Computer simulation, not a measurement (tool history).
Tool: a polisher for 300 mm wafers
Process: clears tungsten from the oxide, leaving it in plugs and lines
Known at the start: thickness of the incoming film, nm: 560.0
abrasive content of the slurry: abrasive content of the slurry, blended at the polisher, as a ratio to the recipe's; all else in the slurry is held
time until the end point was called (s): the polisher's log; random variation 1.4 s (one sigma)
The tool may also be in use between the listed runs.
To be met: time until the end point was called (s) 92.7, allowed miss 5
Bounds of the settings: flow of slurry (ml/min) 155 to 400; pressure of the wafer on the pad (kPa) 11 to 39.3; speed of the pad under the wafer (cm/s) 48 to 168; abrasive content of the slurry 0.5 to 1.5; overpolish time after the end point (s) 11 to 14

run,hour,flow of slurry (ml/min),pressure of the wafer on the pad (kPa),speed of the pad under the wafer (cm/s),abrasive content of the slurry,overpolish time after the end point (s),time until the end point was called (s)
1,0,255,24.8,108,1,14,126.95
2,0.7,255,24.8,108,0.85,14,134.04
3,9.6,255,24.8,108,0.85,11,135.88
4,15,255,24.8,120,0.85,11,126.47
5,19.4,255,22.1,120,0.85,11,141.8
6,22.1,255,22.1,120,0.85,14,142.69
7,30.3,255,23.4,120,0.85,14,133.15
8,36.5,255,24.8,120,0.85,14,128.37
9,44.3,255,24.8,120,0.85,14,128.94
10,47.3,255,26.2,120,0.85,14,118.41
11,50.3,255,26.9,120,0.85,14,117.69
12,52.8,255,27.6,120,0.85,14,112.56
13,56.7,255,28.3,120,0.85,14,110.83
14,61.5,255,29,120,0.85,14,107.23
15,63.5,255,29.6,120,0.85,14,106.31
16,66,255,30.3,120,0.85,14,104.01
17,70.6,255,31,120,0.85,14,100.82

Which of these 5 next moves meets every target?
A,75.2,250,28.3,126,0.8,14,?
B,75.2,230,33.8,118,0.85,11,?
C,75.2,315,31,168,0.75,11,?
D,75.2,265,29.6,124,0.85,14,?
E,75.2,305,33.8,136,0.9,14,?

move,time until the end point was called (s)
A,107.73
B,93.732
C,80.944
D,102.16
E,82.916
A: further off than the last run
B: meets every target
C: takes the result that was furthest off past its target
D: further off than the last run
E: takes the result that was furthest off past its target
Answer: B
